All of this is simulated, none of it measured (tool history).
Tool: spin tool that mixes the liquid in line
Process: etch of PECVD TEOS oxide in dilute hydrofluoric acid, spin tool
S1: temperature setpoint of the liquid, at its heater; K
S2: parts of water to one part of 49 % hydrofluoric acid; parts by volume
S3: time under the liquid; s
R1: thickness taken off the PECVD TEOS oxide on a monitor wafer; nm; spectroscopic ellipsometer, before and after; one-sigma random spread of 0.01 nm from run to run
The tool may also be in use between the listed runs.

run,day,S1,S2,S3,R1
1,0,298.15,135,15,1.7814
2,0.317,298.15,95,15,2.6465
3,0.496,295.15,95,15,2.3534
4,0.538,295.15,95,15,2.3546
5,0.796,292.15,95,15,2.102
6,1.004,291.65,110,15,1.7377

The next listed run, before its measurement:
7,1.138,291.15,120,15,?

Run 7 gave R1 1.5639 nm.
